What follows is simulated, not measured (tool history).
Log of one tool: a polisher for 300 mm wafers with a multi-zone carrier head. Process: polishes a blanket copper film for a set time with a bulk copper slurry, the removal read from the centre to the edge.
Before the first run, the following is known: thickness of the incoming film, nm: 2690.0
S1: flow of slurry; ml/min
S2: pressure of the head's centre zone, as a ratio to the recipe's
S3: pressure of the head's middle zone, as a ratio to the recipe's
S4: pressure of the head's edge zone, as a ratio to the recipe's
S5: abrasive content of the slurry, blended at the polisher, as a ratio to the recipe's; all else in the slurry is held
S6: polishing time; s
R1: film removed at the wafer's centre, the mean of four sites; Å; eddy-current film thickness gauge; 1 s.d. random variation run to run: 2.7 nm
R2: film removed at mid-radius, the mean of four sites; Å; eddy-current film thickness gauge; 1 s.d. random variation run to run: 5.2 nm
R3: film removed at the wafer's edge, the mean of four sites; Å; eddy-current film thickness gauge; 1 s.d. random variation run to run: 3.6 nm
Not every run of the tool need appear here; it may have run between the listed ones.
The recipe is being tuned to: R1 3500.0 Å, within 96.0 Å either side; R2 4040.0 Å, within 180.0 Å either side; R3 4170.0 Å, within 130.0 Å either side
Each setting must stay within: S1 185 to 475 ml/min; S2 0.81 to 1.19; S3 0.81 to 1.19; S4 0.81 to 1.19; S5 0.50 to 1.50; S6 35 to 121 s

run	hour	S1	S2	S3	S4	S5	S6	R1	R2	R3
1	0.0	305	1.00	1.00	1.00	1.00	78	5881.1	5994.7	5862.2
2	5.7	305	1.00	1.06	1.00	1.00	78	6014.6	6257.7	5961.2
3	7.6	305	1.00	1.06	1.00	1.00	89	6691.6	7110.4	6587.0
4	13.2	305	1.08	1.06	1.00	1.00	89	7228.2	7138.6	6669.9
5	20.3	305	1.04	1.06	1.00	1.00	89	6988.8	7086.4	6671.6
6	27.8	290	0.97	1.02	1.00	0.85	79	5587.5	5804.8	5634.8
7	36.1	275	0.92	1.02	1.03	0.75	72	4532.1	5150.8	5024.9
8	42.2	265	0.89	0.99	1.02	0.65	70	4202.3	4646.1	4723.7
9	50.1	255	0.86	0.98	1.01	0.60	69	3852.4	4474.4	4503.0
10	54.5	245	0.84	0.96	0.99	0.60	69	3751.4	4381.8	4385.2
11	55.3	235	0.83	0.94	0.98	0.60	69	3638.7	4251.9	4334.4
12	64.0	230	0.83	0.93	0.97	0.60	69	3704.7	4229.1	4382.9

Which of these 4 next moves meets every target?
A	72.7	255	0.84	0.93	1.03	0.60	68	?	?	?
B	72.7	260	0.82	0.86	1.01	0.65	71	?	?	?
C	72.7	235	0.82	0.93	0.96	0.60	66	?	?	?
D	72.7	305	0.91	1.12	0.89	0.60	63	?	?	?

move	R1	R2	R3
A	3723.8	4226.1	4511.7
B	3882.1	4232.1	4776.1
C	3483.6	4056.8	4197.6
D	3833.7	4679.6	3954.9
A: further off than the last run
B: further off than the last run
C: every result within its allowed miss
D: further off than the last run
Correct choice: C, which meets every target
